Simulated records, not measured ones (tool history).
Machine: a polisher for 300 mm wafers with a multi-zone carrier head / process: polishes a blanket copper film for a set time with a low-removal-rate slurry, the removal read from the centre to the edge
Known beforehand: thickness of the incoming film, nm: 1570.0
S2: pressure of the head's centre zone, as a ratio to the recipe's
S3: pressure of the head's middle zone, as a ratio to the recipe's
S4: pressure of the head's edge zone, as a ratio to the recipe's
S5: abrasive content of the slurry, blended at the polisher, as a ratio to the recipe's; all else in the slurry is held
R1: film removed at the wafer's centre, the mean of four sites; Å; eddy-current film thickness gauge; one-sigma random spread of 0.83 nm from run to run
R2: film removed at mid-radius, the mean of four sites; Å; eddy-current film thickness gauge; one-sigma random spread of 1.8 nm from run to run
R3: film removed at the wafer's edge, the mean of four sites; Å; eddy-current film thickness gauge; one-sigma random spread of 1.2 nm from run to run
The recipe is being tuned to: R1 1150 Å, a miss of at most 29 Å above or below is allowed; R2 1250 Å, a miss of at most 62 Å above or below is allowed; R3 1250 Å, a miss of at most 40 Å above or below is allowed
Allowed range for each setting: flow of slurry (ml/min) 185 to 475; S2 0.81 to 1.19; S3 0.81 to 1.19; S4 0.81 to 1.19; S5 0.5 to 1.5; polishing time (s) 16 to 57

{"run": 1, "hour": 0.0, "flow of slurry (ml/min)": 305, "S2": 1, "S3": 1, "S4": 1, "S5": 1, "polishing time (s)": 36, "R1": 1092.8, "R2": 1114.5, "R3": 1084.5}
{"run": 2, "hour": 7.4, "flow of slurry (ml/min)": 305, "S2": 1, "S3": 1, "S4": 0.92, "S5": 1, "polishing time (s)": 36, "R1": 1084.2, "R2": 1116.1, "R3": 1055.7}
{"run": 3, "hour": 7.9, "flow of slurry (ml/min)": 305, "S2": 1.06, "S3": 1, "S4": 0.92, "S5": 1, "polishing time (s)": 36, "R1": 1159.5, "R2": 1116.9, "R3": 1051.5}
{"run": 4, "hour": 11.9, "flow of slurry (ml/min)": 270, "S2": 1.06, "S3": 1, "S4": 0.92, "S5": 1, "polishing time (s)": 36, "R1": 1147.7, "R2": 1099.7, "R3": 1026.8}
{"run": 5, "hour": 15.3, "flow of slurry (ml/min)": 270, "S2": 1.06, "S3": 1, "S4": 0.92, "S5": 1.15, "polishing time (s)": 36, "R1": 1172.1, "R2": 1164, "R3": 1063.3}
{"run": 6, "hour": 17.8, "flow of slurry (ml/min)": 280, "S2": 1.05, "S3": 1, "S4": 0.94, "S5": 1.15, "polishing time (s)": 36, "R1": 1188.6, "R2": 1128.4, "R3": 1084.2}
{"run": 7, "hour": 21.3, "flow of slurry (ml/min)": 285, "S2": 1.04, "S3": 1.01, "S4": 0.95, "S5": 1.15, "polishing time (s)": 36, "R1": 1169.8, "R2": 1165.1, "R3": 1096.6}
{"run": 8, "hour": 30.0, "flow of slurry (ml/min)": 295, "S2": 1.03, "S3": 1.01, "S4": 0.96, "S5": 1.15, "polishing time (s)": 36, "R1": 1161, "R2": 1176.9, "R3": 1094.9}
{"run": 9, "hour": 33.8, "flow of slurry (ml/min)": 300, "S2": 1.02, "S3": 1.01, "S4": 0.98, "S5": 1.15, "polishing time (s)": 36, "R1": 1166, "R2": 1177.1, "R3": 1122.4}
{"run": 10, "hour": 35.0, "flow of slurry (ml/min)": 305, "S2": 1.01, "S3": 1.01, "S4": 0.99, "S5": 1.15, "polishing time (s)": 36, "R1": 1149, "R2": 1145.2, "R3": 1104}

Next run, 5 choices. One meets every target within its allowed miss, the rest don't. Which?
{"run": "A", "hour": 36.2, "flow of slurry (ml/min)": 270, "S2": 0.92, "S3": 0.86, "S4": 1.04, "S5": 1, "polishing time (s)": 42, "R1": "?", "R2": "?", "R3": "?"}
{"run": "B", "hour": 36.2, "flow of slurry (ml/min)": 310, "S2": 1.01, "S3": 1, "S4": 0.98, "S5": 1.4, "polishing time (s)": 36, "R1": "?", "R2": "?", "R3": "?"}
{"run": "C", "hour": 36.2, "flow of slurry (ml/min)": 400, "S2": 0.94, "S3": 0.81, "S4": 1.08, "S5": 1.2, "polishing time (s)": 36, "R1": "?", "R2": "?", "R3": "?"}
{"run": "D", "hour": 36.2, "flow of slurry (ml/min)": 340, "S2": 0.93, "S3": 0.81, "S4": 1.15, "S5": 1.25, "polishing time (s)": 38, "R1": "?", "R2": "?", "R3": "?"}
{"run": "E", "hour": 36.2, "flow of slurry (ml/min)": 455, "S2": 0.9, "S3": 0.99, "S4": 1.04, "S5": 1.2, "polishing time (s)": 38, "R1": "?", "R2": "?", "R3": "?"}

move=A R1=1179.9 R2=1131.8 R3=1282.5
move=B R1=1211.3 R2=1210.4 R3=1169
move=C R1=1122.3 R2=1002.2 R3=1205.5
move=D R1=1167.3 R2=1053.6 R3=1312.7
move=E R1=1153.6 R2=1261.3 R3=1254.8
A: corrects the largest miss of the last run, while another result sits out of spec
B: nearer than the last run, and not there yet
C: lands further from the targets than the last run did
D: pushes the last run's worst result past its target
E: in spec on every target
E meets every target.

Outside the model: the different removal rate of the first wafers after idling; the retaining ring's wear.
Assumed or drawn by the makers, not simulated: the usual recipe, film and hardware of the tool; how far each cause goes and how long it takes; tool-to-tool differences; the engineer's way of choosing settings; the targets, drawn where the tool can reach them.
